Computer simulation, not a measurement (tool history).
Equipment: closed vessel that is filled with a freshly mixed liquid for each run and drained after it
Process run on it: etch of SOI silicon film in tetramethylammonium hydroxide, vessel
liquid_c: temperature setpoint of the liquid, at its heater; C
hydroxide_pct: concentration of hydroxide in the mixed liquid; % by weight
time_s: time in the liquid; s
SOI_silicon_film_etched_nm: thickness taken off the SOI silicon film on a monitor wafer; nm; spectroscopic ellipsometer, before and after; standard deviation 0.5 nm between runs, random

run	day	liquid_c	hydroxide_pct	time_s	SOI_silicon_film_etched_nm
1	0.000	67.0	16.5	35	171.89
2	0.308	71.0	16.5	35	217.44
3	0.488	69.0	16.5	35	192.94
4	0.579	67.5	16.5	35	177.14
5	0.725	67.5	14.0	35	190.47
6	1.033	67.5	12.0	35	203.46
7	1.296	66.0	12.0	35	185.14
8	1.650	65.0	12.0	35	174.38
9	1.950	64.0	12.0	35	164.97
10	2.042	64.0	12.0	35	165.31

Expected results for the next run?
11	2.275	61.5	12.0	35	?

Run 11 came out at SOI_silicon_film_etched_nm 140.20 nm.
